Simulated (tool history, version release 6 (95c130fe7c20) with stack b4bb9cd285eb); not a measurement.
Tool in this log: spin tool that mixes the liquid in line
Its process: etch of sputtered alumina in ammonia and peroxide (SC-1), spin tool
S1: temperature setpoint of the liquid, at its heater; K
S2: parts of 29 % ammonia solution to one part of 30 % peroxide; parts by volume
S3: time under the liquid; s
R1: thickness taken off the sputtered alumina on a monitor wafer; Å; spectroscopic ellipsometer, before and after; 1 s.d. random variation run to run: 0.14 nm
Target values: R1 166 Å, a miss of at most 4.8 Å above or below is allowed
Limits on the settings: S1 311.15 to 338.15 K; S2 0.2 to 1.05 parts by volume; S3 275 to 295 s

{"run": 1, "hour": 0.0, "S1": 322.15, "S2": 0.55, "S3": 275, "R1": 99.322}
{"run": 2, "hour": 4.1, "S1": 322.15, "S2": 0.55, "S3": 275, "R1": 99.319}
{"run": 3, "hour": 9.3, "S1": 322.15, "S2": 0.4, "S3": 275, "R1": 96.861}
{"run": 4, "hour": 17.0, "S1": 322.15, "S2": 0.4, "S3": 275, "R1": 97.479}
{"hour": 21.4, "done": "heated supply line repaired"}
{"run": 5, "hour": 21.4, "S1": 324.15, "S2": 0.4, "S3": 275, "R1": 128.98}
{"run": 6, "hour": 29.9, "S1": 324.15, "S2": 0.4, "S3": 295, "R1": 138.1}
{"run": 7, "hour": 35.7, "S1": 324.65, "S2": 0.4, "S3": 295, "R1": 140.5}
{"run": 8, "hour": 42.4, "S1": 325.15, "S2": 0.4, "S3": 295, "R1": 144.81}
{"run": 9, "hour": 48.1, "S1": 325.65, "S2": 0.4, "S3": 295, "R1": 150.26}
{"run": 10, "hour": 54.6, "S1": 325.65, "S2": 0.4, "S3": 295, "R1": 150.28}
{"run": 11, "hour": 55.4, "S1": 326.15, "S2": 0.4, "S3": 295, "R1": 152.36}

5 candidate next runs follow, results not yet known. Just one meets every target within its allowed miss. Identify it.
{"run": "A", "hour": 56.2, "S1": 329.15, "S2": 0.4, "S3": 295, "R1": "?"}
{"run": "B", "hour": 56.2, "S1": 327.15, "S2": 0.6, "S3": 290, "R1": "?"}
{"run": "C", "hour": 56.2, "S1": 328.15, "S2": 0.35, "S3": 275, "R1": "?"}
{"run": "D", "hour": 56.2, "S1": 330.65, "S2": 0.2, "S3": 295, "R1": "?"}
{"run": "E", "hour": 56.2, "S1": 323.15, "S2": 0.5, "S3": 295, "R1": "?"}

move=A R1=179.35
move=B R1=164.75
move=C R1=156.58
move=D R1=181.7
move=E R1=132.6
A: takes the biggest miss from the last run beyond its target
B: every result within its allowed miss
C: closer than the last run, but not yet in spec
D: takes the biggest miss from the last run beyond its target
E: further off than the last run
The move that meets every target is B.
